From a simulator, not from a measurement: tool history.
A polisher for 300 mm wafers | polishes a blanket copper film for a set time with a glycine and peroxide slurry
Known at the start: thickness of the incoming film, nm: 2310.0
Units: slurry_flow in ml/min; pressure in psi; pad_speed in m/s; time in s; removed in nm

run 1 hour=0 | slurry_flow=220 pressure=3.2 pad_speed=1.22 time=29 | removed=183.92
run 2 hour=8.3 | slurry_flow=220 pressure=3.4 pad_speed=1.22 time=29 | removed=191.01
run 3 hour=14.9 | slurry_flow=220 pressure=3.6 pad_speed=1.22 time=29 | removed=197.72
run 4 hour=21.4 | slurry_flow=220 pressure=3.8 pad_speed=1.22 time=29 | removed=202.46
run 5 hour=27.4 | slurry_flow=220 pressure=3.9 pad_speed=1.22 time=29 | removed=206.98
run 6 hour=29.2 | slurry_flow=270 pressure=3.9 pad_speed=1.22 time=29 | removed=217.63

Run 7 comes next. What will it give?
run 7 hour=34.9 | slurry_flow=275 pressure=4 pad_speed=1.22 time=29 | removed=?

{"run 7": {"removed": 213.31}}

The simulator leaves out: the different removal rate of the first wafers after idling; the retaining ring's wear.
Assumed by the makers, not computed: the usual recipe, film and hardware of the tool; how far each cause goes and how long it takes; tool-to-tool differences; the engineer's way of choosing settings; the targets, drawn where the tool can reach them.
